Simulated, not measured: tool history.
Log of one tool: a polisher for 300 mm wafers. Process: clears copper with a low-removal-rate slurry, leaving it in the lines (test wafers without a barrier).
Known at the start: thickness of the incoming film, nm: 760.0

run	hour	flow of slurry (ml/min)	pressure of the wafer on the pad (kPa)	speed of the pad under the wafer (m/s)	abrasive content of the slurry	overpolish time after the end point (s)	time until the end point was called (s)	dishing of a wide line in a test structure (nm)
1	0	305	27.6	1.36	1	23	129.09	71.255
2	1	305	27.6	1.36	0.9	23	131.83	70.25
3	4.1	305	27.6	1.36	0.7	23	138.46	66.471
4	7.4	305	27.6	1.36	0.55	23	150.6	63.87
5	15.5	230	27.6	1.36	0.55	23	156.54	62.778
6	19.3	230	24.8	1.34	0.55	25	173.94	60.851
7	27.7	230	22.8	1.32	0.55	27	190.05	62.056
8	35.3	230	20.7	1.32	0.55	27	204.75	56.123
9	39.9	230	19.3	1.3	0.55	28	223.47	55.421
10	47.7	230	18.6	1.3	0.55	29	225.32	54.05
11	49.5	230	17.9	1.28	0.55	30	229.15	54.044

Run 12, settings as shown, results not yet in. Your forecast:
12	52.6	225	17.2	1.28	0.55	31	?	?

time until the end point was called (s): 237.03
dishing of a wide line in a test structure (nm): 53.77
